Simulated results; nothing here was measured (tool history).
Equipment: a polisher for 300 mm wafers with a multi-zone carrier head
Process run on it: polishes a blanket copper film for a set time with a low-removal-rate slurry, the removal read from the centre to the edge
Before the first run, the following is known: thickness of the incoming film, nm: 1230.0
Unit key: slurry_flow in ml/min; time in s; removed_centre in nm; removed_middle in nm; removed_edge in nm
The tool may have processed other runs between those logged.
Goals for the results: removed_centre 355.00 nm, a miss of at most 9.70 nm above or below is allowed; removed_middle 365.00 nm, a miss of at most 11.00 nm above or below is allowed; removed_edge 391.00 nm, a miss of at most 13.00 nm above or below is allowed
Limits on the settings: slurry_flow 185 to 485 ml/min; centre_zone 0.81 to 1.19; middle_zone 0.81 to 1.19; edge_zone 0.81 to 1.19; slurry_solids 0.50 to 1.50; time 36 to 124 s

Run 1, hour 0.0: slurry_flow 310 ml/min, centre_zone 1.00, middle_zone 1.00, edge_zone 1.00, slurry_solids 1.00, time 79 s. Result: removed_centre 288.52 nm, removed_middle 301.18 nm, removed_edge 299.06 nm.
Run 2, hour 1.0: slurry_flow 270 ml/min, centre_zone 1.00, middle_zone 1.00, edge_zone 1.00, slurry_solids 1.00, time 79 s. Result: removed_centre 283.81 nm, removed_middle 297.11 nm, removed_edge 288.54 nm.
Run 3, hour 6.3: slurry_flow 270 ml/min, centre_zone 0.95, middle_zone 1.00, edge_zone 1.00, slurry_solids 1.00, time 79 s. Result: removed_centre 274.88 nm, removed_middle 299.82 nm, removed_edge 291.26 nm.
Run 4, hour 11.3: slurry_flow 300 ml/min, centre_zone 0.98, middle_zone 1.01, edge_zone 1.04, slurry_solids 1.10, time 80 s. Result: removed_centre 294.14 nm, removed_middle 313.99 nm, removed_edge 304.26 nm.
Run 5, hour 13.8: slurry_flow 330 ml/min, centre_zone 0.97, middle_zone 0.99, edge_zone 1.07, slurry_solids 1.20, time 82 s. Result: removed_centre 310.55 nm, removed_middle 319.91 nm, removed_edge 326.15 nm.
Run 6, hour 18.4: slurry_flow 330 ml/min, centre_zone 0.97, middle_zone 1.05, edge_zone 1.07, slurry_solids 1.20, time 82 s. Result: removed_centre 306.66 nm, removed_middle 343.66 nm, removed_edge 328.38 nm.
Run 7, hour 19.8: slurry_flow 355 ml/min, centre_zone 0.97, middle_zone 1.04, edge_zone 1.10, slurry_solids 1.25, time 83 s. Result: removed_centre 312.59 nm, removed_middle 348.36 nm, removed_edge 333.87 nm.
Run 8, hour 21.2: slurry_flow 355 ml/min, centre_zone 0.96, middle_zone 1.02, edge_zone 1.11, slurry_solids 1.30, time 85 s. Result: removed_centre 318.95 nm, removed_middle 355.69 nm, removed_edge 356.70 nm.
Run 9, hour 29.2: slurry_flow 355 ml/min, centre_zone 0.97, middle_zone 1.01, edge_zone 1.12, slurry_solids 1.35, time 85 s. Result: removed_centre 327.68 nm, removed_middle 349.83 nm, removed_edge 355.90 nm.
Run 10, hour 30.4: slurry_flow 360 ml/min, centre_zone 0.97, middle_zone 1.01, edge_zone 1.13, slurry_solids 1.40, time 86 s. Result: removed_centre 330.81 nm, removed_middle 361.07 nm, removed_edge 365.24 nm.
Run 11, hour 35.3: slurry_flow 365 ml/min, centre_zone 0.98, middle_zone 1.00, edge_zone 1.14, slurry_solids 1.40, time 86 s. Result: removed_centre 337.25 nm, removed_middle 355.62 nm, removed_edge 365.22 nm.

Which one of the following 4 next-run settings gets every result inside its allowed miss? There is exactly one.
Run A, hour 40.2: slurry_flow 300 ml/min, centre_zone 1.03, middle_zone 1.05, edge_zone 1.09, slurry_solids 1.50, time 81 s. Result: removed_centre ?, removed_middle ?, removed_edge ?.
Run B, hour 40.2: slurry_flow 410 ml/min, centre_zone 0.94, middle_zone 1.05, edge_zone 1.18, slurry_solids 1.25, time 84 s. Result: removed_centre ?, removed_middle ?, removed_edge ?.
Run C, hour 40.2: slurry_flow 360 ml/min, centre_zone 0.99, middle_zone 0.99, edge_zone 1.19, slurry_solids 1.30, time 91 s. Result: removed_centre ?, removed_middle ?, removed_edge ?.
Run D, hour 40.2: slurry_flow 335 ml/min, centre_zone 0.97, middle_zone 0.97, edge_zone 1.12, slurry_solids 1.35, time 87 s. Result: removed_centre ?, removed_middle ?, removed_edge ?.

move  removed_centre  removed_middle  removed_edge
   A          325.82          346.21        339.25
   B          306.39          356.19        361.19
   C          348.30          366.03        393.18
   D          326.30          344.40        365.26
A: the biggest miss grows against the last run
B: the biggest miss grows against the last run
C: every result within its allowed miss
D: the biggest miss grows against the last run
C meets every target.

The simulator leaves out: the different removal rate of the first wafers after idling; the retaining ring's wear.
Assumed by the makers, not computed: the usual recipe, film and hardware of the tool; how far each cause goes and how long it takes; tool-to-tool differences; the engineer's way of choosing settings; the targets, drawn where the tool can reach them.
